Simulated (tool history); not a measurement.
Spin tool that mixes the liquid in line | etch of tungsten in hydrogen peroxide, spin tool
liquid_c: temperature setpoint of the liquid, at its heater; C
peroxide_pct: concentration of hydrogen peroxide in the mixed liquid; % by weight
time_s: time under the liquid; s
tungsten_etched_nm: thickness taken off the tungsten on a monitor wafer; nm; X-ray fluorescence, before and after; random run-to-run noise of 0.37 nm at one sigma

{"run": 1, "day": 0.0, "liquid_c": 50, "peroxide_pct": 18.5, "time_s": 50, "tungsten_etched_nm": 46.665}
{"run": 2, "day": 0.358, "liquid_c": 52.5, "peroxide_pct": 18.5, "time_s": 50, "tungsten_etched_nm": 54.348}
{"run": 3, "day": 0.388, "liquid_c": 54.5, "peroxide_pct": 18.5, "time_s": 50, "tungsten_etched_nm": 61.038}
{"run": 4, "day": 0.738, "liquid_c": 54.5, "peroxide_pct": 20.5, "time_s": 50, "tungsten_etched_nm": 64.215}
{"run": 5, "day": 1.008, "liquid_c": 54.5, "peroxide_pct": 20.5, "time_s": 50, "tungsten_etched_nm": 64.249}
{"run": 6, "day": 1.317, "liquid_c": 48, "peroxide_pct": 20.5, "time_s": 50, "tungsten_etched_nm": 43.474}
{"run": 7, "day": 1.667, "liquid_c": 51, "peroxide_pct": 20.5, "time_s": 50, "tungsten_etched_nm": 51.967}

Forecast run 8:
{"run": 8, "day": 1.721, "liquid_c": 53.5, "peroxide_pct": 20.5, "time_s": 50, "tungsten_etched_nm": "?"}

{"run 8": {"tungsten_etched_nm": 60.799}}

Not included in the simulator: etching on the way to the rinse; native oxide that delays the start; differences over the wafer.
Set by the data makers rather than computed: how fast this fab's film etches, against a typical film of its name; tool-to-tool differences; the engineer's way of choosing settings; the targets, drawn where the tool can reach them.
